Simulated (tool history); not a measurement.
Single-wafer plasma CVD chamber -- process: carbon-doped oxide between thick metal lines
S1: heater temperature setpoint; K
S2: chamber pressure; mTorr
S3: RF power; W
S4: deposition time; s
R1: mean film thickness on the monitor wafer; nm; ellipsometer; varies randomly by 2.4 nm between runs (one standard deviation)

run	day	S1	S2	S3	S4	R1
1	0	598.15	5490	545	78	419.65
2	0.2	598.15	5490	545	78	422.67
3	0.392	598.15	5160	545	78	416.46
4	0.646	598.15	5160	575	78	425.74
5	0.708	594.15	5630	590	78	444.06
6	0.854	591.15	5960	600	78	464.34
7	0.892	589.15	6060	600	78	465.49

Run 8, settings as shown, results not yet in. Your forecast:
8	1.117	587.15	6190	605	78	?

{"run 8": {"R1": 466.83}}
